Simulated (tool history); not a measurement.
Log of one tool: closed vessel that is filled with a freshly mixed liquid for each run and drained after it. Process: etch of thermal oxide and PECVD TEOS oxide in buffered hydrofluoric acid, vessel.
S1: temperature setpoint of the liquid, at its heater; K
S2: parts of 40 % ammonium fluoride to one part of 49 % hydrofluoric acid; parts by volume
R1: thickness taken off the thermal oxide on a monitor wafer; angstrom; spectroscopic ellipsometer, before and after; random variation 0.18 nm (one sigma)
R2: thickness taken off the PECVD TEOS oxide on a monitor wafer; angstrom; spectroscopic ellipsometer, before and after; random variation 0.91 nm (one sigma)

{"run": 1, "hour": 0.0, "S1": 296.15, "S2": 14.0, "time in the liquid (s)": 60, "R1": 502.78, "R2": 987.84}
{"run": 2, "hour": 3.8, "S1": 294.65, "S2": 14.0, "time in the liquid (s)": 60, "R1": 462.08, "R2": 921.03}
{"run": 3, "hour": 8.3, "S1": 294.65, "S2": 17.5, "time in the liquid (s)": 60, "R1": 372.27, "R2": 734.58}
{"run": 4, "hour": 11.7, "S1": 295.15, "S2": 17.5, "time in the liquid (s)": 60, "R1": 383.66, "R2": 753.13}
{"run": 5, "hour": 18.7, "S1": 293.65, "S2": 17.5, "time in the liquid (s)": 60, "R1": 350.49, "R2": 693.72}
{"run": 6, "hour": 22.5, "S1": 293.65, "S2": 21.5, "time in the liquid (s)": 60, "R1": 292.98, "R2": 578.47}
{"run": 7, "hour": 26.2, "S1": 294.65, "S2": 21.5, "time in the liquid (s)": 60, "R1": 309.26, "R2": 616.72}

The next listed run, before its measurement:
{"run": 8, "hour": 28.6, "S1": 295.65, "S2": 21.5, "time in the liquid (s)": 60, "R1": "?", "R2": "?"}

Run 8 gave R1 328.92 angstrom, R2 652.87 angstrom.
